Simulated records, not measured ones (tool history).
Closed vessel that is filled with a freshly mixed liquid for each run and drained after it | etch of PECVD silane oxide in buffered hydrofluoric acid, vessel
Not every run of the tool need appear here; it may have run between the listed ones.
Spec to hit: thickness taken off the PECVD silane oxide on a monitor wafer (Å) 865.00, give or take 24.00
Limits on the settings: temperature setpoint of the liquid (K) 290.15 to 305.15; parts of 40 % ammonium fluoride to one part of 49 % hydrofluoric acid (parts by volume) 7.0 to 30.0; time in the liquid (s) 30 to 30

run  hour  temperature setpoint of the liquid (K)  parts of 40 % ammonium fluoride to one part of 49 % hydrofluoric acid (parts by volume)  time in the liquid (s)  thickness taken off the PECVD silane oxide on a monitor wafer (Å)
  1   0.0                                  297.15                                                                                     19.0                      30                                                             735.07
  2   2.8                                  297.65                                                                                     19.0                      30                                                             743.92
  3  10.2                                  294.65                                                                                     19.0                      30                                                             633.64
  4  13.0                                  295.65                                                                                     19.0                      30                                                             671.51
  5  21.2                                  295.65                                                                                     19.0                      30                                                             671.20
  6  29.8                                  295.65                                                                                     24.5                      30                                                             560.56
  7  35.7                                  297.15                                                                                     24.5                      30                                                             600.84
  8  37.5                                  301.15                                                                                     24.0                      30                                                             762.83

Consider the 5 candidate settings below. Which is the only one whose results all fall within their allowed miss of target?
  A  39.3                                  301.65                                                                                     23.0                      30                                                                  ?
  B  39.3                                  301.15                                                                                     26.0                      30                                                                  ?
  C  39.3                                  299.65                                                                                     19.5                      30                                                                  ?
  D  39.3                                  301.65                                                                                     30.0                      30                                                                  ?
  E  39.3                                  302.65                                                                                     22.5                      30                                                                  ?

move  thickness taken off the PECVD silane oxide on a monitor wafer (Å)
   A                                                             813.33
   B                                                             728.10
   C                                                             824.39
   D                                                             678.22
   E                                                             870.76
A: nearer than the last run, and not there yet
B: its largest miss is bigger than the last run's
C: nearer than the last run, and not there yet
D: its largest miss is bigger than the last run's
E: each result inside its tolerance
Answer: E
